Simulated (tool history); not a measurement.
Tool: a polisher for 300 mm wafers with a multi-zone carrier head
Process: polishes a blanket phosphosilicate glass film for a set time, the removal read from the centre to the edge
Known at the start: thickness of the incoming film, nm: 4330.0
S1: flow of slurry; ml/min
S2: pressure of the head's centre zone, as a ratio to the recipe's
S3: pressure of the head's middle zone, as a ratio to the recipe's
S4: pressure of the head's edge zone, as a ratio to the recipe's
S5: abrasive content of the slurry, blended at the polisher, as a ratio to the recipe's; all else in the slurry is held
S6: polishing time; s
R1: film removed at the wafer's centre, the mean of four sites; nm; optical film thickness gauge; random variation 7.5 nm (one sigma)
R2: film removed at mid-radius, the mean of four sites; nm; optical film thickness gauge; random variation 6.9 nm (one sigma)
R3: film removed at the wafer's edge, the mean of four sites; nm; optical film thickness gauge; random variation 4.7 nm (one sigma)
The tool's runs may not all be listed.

run 1 hour=0.0 | S1=280 S2=1.00 S3=1.00 S4=1.00 S5=1.00 S6=65 | R1=489.48 R2=484.62 R3=481.09
run 2 hour=7.7 | S1=285 S2=1.02 S3=1.01 S4=1.03 S5=1.10 S6=65 | R1=519.20 R2=506.63 R3=518.78
run 3 hour=12.4 | S1=295 S2=1.05 S3=1.03 S4=1.05 S5=1.15 S6=65 | R1=555.51 R2=525.71 R3=537.84
run 4 hour=14.5 | S1=295 S2=1.05 S3=1.08 S4=1.05 S5=1.15 S6=65 | R1=556.37 R2=554.56 R3=539.18
run 5 hour=21.1 | S1=300 S2=1.07 S3=1.09 S4=1.07 S5=1.20 S6=65 | R1=590.47 R2=569.51 R3=556.28
run 6 hour=23.2 | S1=300 S2=1.11 S3=1.09 S4=1.07 S5=1.20 S6=65 | R1=617.14 R2=560.06 R3=558.00
run 7 hour=31.8 | S1=305 S2=1.11 S3=1.10 S4=1.09 S5=1.25 S6=65 | R1=612.31 R2=584.89 R3=571.56
run 8 hour=34.4 | S1=310 S2=1.12 S3=1.09 S4=1.11 S5=1.30 S6=65 | R1=632.07 R2=604.54 R3=595.64

The next listed run, before its measurement:
run 9 hour=42.3 | S1=350 S2=1.19 S3=1.05 S4=1.19 S5=1.35 S6=65 | R1=? R2=? R3=?

R1: 698.74 nm
R2: 594.34 nm
R3: 626.16 nm
